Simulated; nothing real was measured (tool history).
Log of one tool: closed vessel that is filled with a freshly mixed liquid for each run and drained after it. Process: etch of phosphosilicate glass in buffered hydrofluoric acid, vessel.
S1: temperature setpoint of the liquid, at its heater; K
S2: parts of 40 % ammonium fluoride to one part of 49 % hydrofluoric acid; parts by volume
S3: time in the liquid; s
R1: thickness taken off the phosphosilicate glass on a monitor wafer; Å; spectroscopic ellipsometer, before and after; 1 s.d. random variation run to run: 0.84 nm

run 1 day=0.000 | S1=297.15 S2=19.0 S3=90 | R1=2429.6
run 2 day=0.342 | S1=295.65 S2=19.0 S3=90 | R1=2248.8
run 3 day=0.667 | S1=295.65 S2=16.5 S3=90 | R1=2577.6
run 4 day=1.021 | S1=295.65 S2=16.5 S3=90 | R1=2590.7
run 5 day=1.133 | S1=295.65 S2=16.5 S3=95 | R1=2726.5
run 6 day=1.462 | S1=298.15 S2=16.5 S3=95 | R1=3135.1
run 7 day=1.612 | S1=295.65 S2=17.0 S3=95 | R1=2649.9
run 8 day=1.721 | S1=294.15 S2=17.0 S3=95 | R1=2430.3
run 9 day=1.812 | S1=293.15 S2=17.0 S3=95 | R1=2306.2
run 10 day=1.992 | S1=293.15 S2=17.0 S3=95 | R1=2299.8
run 11 day=2.325 | S1=292.15 S2=17.0 S3=95 | R1=2187.5
run 12 day=2.450 | S1=291.65 S2=17.0 S3=95 | R1=2115.4
run 13 day=2.592 | S1=291.15 S2=17.0 S3=95 | R1=2068.8

Expected results for the next run?
run 14 day=2.725 | S1=290.65 S2=17.0 S3=95 | R1=?

R1: 2000.7 Å
